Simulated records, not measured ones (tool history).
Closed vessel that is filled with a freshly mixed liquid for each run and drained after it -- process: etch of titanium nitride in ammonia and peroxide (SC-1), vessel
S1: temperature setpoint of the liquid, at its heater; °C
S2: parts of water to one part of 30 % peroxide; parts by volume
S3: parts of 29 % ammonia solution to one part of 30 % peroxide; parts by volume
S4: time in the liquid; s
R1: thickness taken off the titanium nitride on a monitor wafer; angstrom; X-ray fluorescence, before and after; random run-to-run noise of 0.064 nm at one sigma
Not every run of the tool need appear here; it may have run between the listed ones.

run 1 hour=0 | S1=52 S2=15 S3=0.9 S4=105 | R1=50.756
run 2 hour=4.9 | S1=52 S2=15 S3=1.1 S4=105 | R1=52.766
run 3 hour=11.9 | S1=52 S2=15 S3=1.1 S4=105 | R1=52.752
run 4 hour=19.1 | S1=52 S2=15 S3=1 S4=105 | R1=51.449
run 5 hour=23.9 | S1=53.5 S2=15 S3=1 S4=105 | R1=57.572
run 6 hour=30 | S1=54.5 S2=15 S3=1 S4=105 | R1=61.26
run 7 hour=39.4 | S1=54.5 S2=15 S3=1 S4=105 | R1=61.727

Predict the results of run 8:
run 8 hour=43.1 | S1=55.5 S2=15 S3=1 S4=105 | R1=?

R1: 65.659 angstrom

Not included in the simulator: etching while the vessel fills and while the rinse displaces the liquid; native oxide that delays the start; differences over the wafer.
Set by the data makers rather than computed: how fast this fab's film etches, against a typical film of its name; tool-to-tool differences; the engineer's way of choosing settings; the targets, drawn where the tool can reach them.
